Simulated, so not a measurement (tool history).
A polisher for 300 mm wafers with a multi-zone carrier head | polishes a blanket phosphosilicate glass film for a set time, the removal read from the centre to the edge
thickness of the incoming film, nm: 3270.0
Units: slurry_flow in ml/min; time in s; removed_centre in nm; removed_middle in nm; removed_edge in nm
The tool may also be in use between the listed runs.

run    day  slurry_flow  centre_zone  middle_zone  edge_zone  slurry_solids  time  removed_centre  removed_middle  removed_edge
  1  0.000          135         1.00         1.00       1.00           1.00    50          273.15          264.87        267.74
  2  0.208          140         1.02         0.98       1.02           1.10    51          295.53          281.19        284.51
  3  0.329          140         1.04         0.95       1.05           1.15    53          319.67          287.15        303.69
  4  0.575          140         1.04         0.99       1.05           1.15    53          323.26          297.95        302.60
  5  0.892          140         1.04         0.99       1.05           1.15    42          252.87          236.61        241.65
  6  0.933          140         1.04         0.99       1.05           1.15    54          325.31          299.74        312.91
  7  1.179          140         1.05         0.98       1.07           1.20    55          335.74          320.33        323.91
  8  1.479          145         1.07         0.95       1.09           1.25    56          355.67          303.43        349.51

Run 9 comes next. What will it give?
  9  1.517          150         1.09         0.96       1.09           1.30    56               ?               ?             ?

Run 9 gave removed_centre 378.79 nm, removed_middle 319.18 nm, removed_edge 341.35 nm.
